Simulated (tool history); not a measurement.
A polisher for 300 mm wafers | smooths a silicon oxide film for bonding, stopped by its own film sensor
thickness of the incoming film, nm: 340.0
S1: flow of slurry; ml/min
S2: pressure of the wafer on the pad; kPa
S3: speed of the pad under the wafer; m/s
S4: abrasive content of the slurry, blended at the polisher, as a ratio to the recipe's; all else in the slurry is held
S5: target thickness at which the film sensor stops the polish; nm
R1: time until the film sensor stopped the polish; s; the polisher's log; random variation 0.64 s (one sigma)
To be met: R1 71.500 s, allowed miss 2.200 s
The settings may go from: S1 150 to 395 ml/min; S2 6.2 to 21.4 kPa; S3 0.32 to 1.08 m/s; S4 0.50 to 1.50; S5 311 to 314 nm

{"run": 1, "hour": 0.0, "S1": 250, "S2": 13.8, "S3": 0.7, "S4": 1.0, "S5": 311, "R1": 54.851}
{"run": 2, "hour": 1.0, "S1": 250, "S2": 13.8, "S3": 0.7, "S4": 1.0, "S5": 314, "R1": 47.897}
{"run": 3, "hour": 4.7, "S1": 250, "S2": 13.1, "S3": 0.7, "S4": 1.0, "S5": 314, "R1": 50.378}
{"run": 4, "hour": 10.1, "S1": 250, "S2": 12.4, "S3": 0.7, "S4": 1.0, "S5": 314, "R1": 52.271}
{"run": 5, "hour": 12.1, "S1": 250, "S2": 11.7, "S3": 0.7, "S4": 1.0, "S5": 314, "R1": 54.998}
{"run": 6, "hour": 14.7, "S1": 250, "S2": 11.7, "S3": 0.7, "S4": 1.0, "S5": 314, "R1": 54.821}
{"run": 7, "hour": 15.8, "S1": 250, "S2": 11.0, "S3": 0.7, "S4": 1.0, "S5": 314, "R1": 58.592}
{"run": 8, "hour": 18.1, "S1": 250, "S2": 10.3, "S3": 0.7, "S4": 1.0, "S5": 314, "R1": 60.988}
{"run": 9, "hour": 23.7, "S1": 250, "S2": 9.7, "S3": 0.7, "S4": 1.0, "S5": 314, "R1": 63.72}
{"run": 10, "hour": 30.4, "S1": 240, "S2": 7.6, "S3": 0.7, "S4": 1.0, "S5": 314, "R1": 76.182}
{"run": 11, "hour": 31.0, "S1": 245, "S2": 7.6, "S3": 0.7, "S4": 1.0, "S5": 314, "R1": 74.091}

Which of these 4 next moves meets every target?
{"run": "A", "hour": 31.6, "S1": 325, "S2": 9.7, "S3": 0.64, "S4": 0.95, "S5": 313, "R1": "?"}
{"run": "B", "hour": 31.6, "S1": 255, "S2": 8.3, "S3": 0.7, "S4": 0.95, "S5": 313, "R1": "?"}
{"run": "C", "hour": 31.6, "S1": 275, "S2": 6.9, "S3": 0.9, "S4": 0.9, "S5": 311, "R1": "?"}
{"run": "D", "hour": 31.6, "S1": 235, "S2": 6.2, "S3": 1.04, "S4": 0.8, "S5": 312, "R1": "?"}

move=A R1=71.018
move=B R1=75.270
move=C R1=76.711
move=D R1=77.120
A: meets every target
B: further off than the last run
C: further off than the last run
D: further off than the last run
Move A is the one to make.
